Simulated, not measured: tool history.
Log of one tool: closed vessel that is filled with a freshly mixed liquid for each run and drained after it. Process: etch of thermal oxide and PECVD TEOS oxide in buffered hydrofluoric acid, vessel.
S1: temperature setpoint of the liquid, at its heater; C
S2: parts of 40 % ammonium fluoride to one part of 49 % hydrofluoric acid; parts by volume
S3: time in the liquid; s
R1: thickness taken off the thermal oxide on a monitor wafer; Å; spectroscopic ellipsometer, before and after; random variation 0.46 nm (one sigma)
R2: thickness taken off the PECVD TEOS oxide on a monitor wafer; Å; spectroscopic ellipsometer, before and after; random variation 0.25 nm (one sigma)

run 1 hour=0.0 | S1=23.0 S2=8.0 S3=60 | R1=680.23 R2=849.36
run 2 hour=4.8 | S1=23.0 S2=9.0 S3=60 | R1=594.01 R2=751.82
run 3 hour=9.7 | S1=21.0 S2=9.0 S3=60 | R1=539.30 R2=667.53
run 4 hour=12.7 | S1=22.0 S2=9.0 S3=60 | R1=565.09 R2=709.71
run 5 hour=13.9 | S1=22.0 S2=10.5 S3=60 | R1=502.21 R2=630.73
run 6 hour=23.1 | S1=22.0 S2=12.5 S3=60 | R1=425.42 R2=534.13
run 7 hour=30.0 | S1=24.0 S2=12.5 S3=60 | R1=474.66 R2=599.24
run 8 hour=31.6 | S1=25.5 S2=12.5 S3=60 | R1=525.21 R2=643.69
run 9 hour=39.0 | S1=26.5 S2=12.5 S3=60 | R1=551.09 R2=681.52

Forecast run 10:
run 10 hour=41.7 | S1=27.0 S2=12.5 S3=60 | R1=? R2=?

{"run 10": {"R1": 563.15, "R2": 697.47}}

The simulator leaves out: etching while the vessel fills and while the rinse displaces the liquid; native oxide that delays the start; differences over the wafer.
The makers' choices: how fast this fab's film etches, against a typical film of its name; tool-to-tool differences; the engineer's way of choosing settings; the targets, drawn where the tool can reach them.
